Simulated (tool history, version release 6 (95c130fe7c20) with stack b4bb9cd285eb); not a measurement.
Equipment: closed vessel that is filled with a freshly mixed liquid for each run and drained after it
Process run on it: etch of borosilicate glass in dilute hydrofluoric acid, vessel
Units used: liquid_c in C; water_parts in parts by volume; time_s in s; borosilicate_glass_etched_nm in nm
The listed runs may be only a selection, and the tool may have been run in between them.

run	hour	liquid_c	water_parts	time_s	borosilicate_glass_etched_nm
1	0.0	24.0	100	90	52.030
2	8.2	26.0	85	90	68.350
3	11.3	26.0	105	90	54.591
4	12.7	26.0	90	90	64.078
5	15.3	24.0	90	90	57.738
6	23.5	24.0	90	95	62.787
7	25.2	26.5	85	95	73.836
8	29.0	28.0	80	95	82.447
9	33.0	29.0	75	95	92.238
10	35.5	30.0	75	95	96.799

Run 11 comes next. What will it give?
11	43.8	30.5	75	95	?

{"run 11": {"borosilicate_glass_etched_nm": 98.543}}
